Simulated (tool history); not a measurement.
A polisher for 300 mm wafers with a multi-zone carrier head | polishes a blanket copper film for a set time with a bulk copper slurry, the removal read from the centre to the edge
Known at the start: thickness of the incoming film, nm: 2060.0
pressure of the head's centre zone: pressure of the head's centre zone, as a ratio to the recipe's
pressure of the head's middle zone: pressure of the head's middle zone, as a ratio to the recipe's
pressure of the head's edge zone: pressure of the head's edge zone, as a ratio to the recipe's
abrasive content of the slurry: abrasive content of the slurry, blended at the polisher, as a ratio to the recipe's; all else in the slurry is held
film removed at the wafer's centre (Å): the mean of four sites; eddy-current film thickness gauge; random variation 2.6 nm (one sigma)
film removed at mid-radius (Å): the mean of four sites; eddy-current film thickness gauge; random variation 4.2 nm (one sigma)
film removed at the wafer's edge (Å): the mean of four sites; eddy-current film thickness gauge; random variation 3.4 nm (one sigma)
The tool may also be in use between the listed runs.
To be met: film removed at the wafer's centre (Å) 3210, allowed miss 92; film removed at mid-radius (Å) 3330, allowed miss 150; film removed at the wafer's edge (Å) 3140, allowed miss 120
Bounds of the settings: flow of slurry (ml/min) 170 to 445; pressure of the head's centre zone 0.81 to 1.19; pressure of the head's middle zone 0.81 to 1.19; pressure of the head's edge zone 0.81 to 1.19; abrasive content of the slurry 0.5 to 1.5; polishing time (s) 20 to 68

run  hour  flow of slurry (ml/min)  pressure of the head's centre zone  pressure of the head's middle zone  pressure of the head's edge zone  abrasive content of the slurry  polishing time (s)  film removed at the wafer's centre (Å)  film removed at mid-radius (Å)  film removed at the wafer's edge (Å)
  1     0                      285                                   1                                   1                                 1                               1                  44                                  3694.3                          3790.1                                3648.6
  2   5.6                      280                                0.99                                0.99                              0.98                            0.95                  44                                  3608.1                          3671.7                                3576.2
  3  12.4                      280                                0.99                                0.92                              0.98                            0.95                  44                                  3596.5                          3384.2                                3565.5
  4  17.9                      280                                0.99                                0.84                              0.98                            0.95                  44                                    3642                          3150.3                                3552.7
  5    21                      280                                0.98                                0.86                              0.95                             0.9                  44                                  3585.6                          3210.3                                3436.6
  6  23.5                      275                                0.97                                0.87                              0.94                             0.9                  44                                  3512.4                          3184.4                                3482.9
  7  29.2                      280                                0.97                                0.89                              0.93                            0.85                  44                                  3504.1                          3284.9                                3420.8
  8  32.4                      275                                0.96                                 0.9                              0.91                             0.8                  44                                  3397.7                          3259.4                                3359.4
  9  41.3                      275                                0.96                                0.91                               0.9                             0.8                  44                                  3384.2                            3238                                3343.5
 10  43.9                      275                                0.96                                0.92                              0.89                             0.8                  44                                  3374.2                          3366.6                                3365.1
 11  48.7                      275                                0.96                                0.92                              0.88                            0.75                  44                                  3427.8                          3246.7                                3260.2
 12  52.6                      275                                0.96                                0.92                              0.88                            0.75                  44                                  3366.3                          3313.9                                3311.1
 13  59.4                      275                                0.96                                0.93                              0.87                            0.75                  44                                    3385                          3309.1                                  3234

Which of these 5 next moves meets every target?
  A  66.2                      280                                0.95                                0.97                              0.87                             0.7                  43                                       ?                               ?                                     ?
  B  66.2                      190                                0.96                                0.87                              0.84                            0.65                  48                                       ?                               ?                                     ?
  C  66.2                      325                                0.98                                0.94                              0.81                             0.8                  43                                       ?                               ?                                     ?
  D  66.2                      290                                0.95                                0.85                              0.82                               1                  44                                       ?                               ?                                     ?
  E  66.2                      275                                1.03                                0.96                              0.81                             0.8                  44                                       ?                               ?                                     ?

move  film removed at the wafer's centre (Å)  film removed at mid-radius (Å)  film removed at the wafer's edge (Å)
   A                                    3275                          3342.9                                3163.9
   B                                  3466.3                          3216.8                                  3325
   C                                    3501                          3368.9                                3162.3
   D                                    3554                          3252.5                                3348.3
   E                                  3701.5                          3452.2                                  3196
A: meets every target
B: further off than the last run
C: further off than the last run
D: further off than the last run
E: further off than the last run
Move A is the one to make.

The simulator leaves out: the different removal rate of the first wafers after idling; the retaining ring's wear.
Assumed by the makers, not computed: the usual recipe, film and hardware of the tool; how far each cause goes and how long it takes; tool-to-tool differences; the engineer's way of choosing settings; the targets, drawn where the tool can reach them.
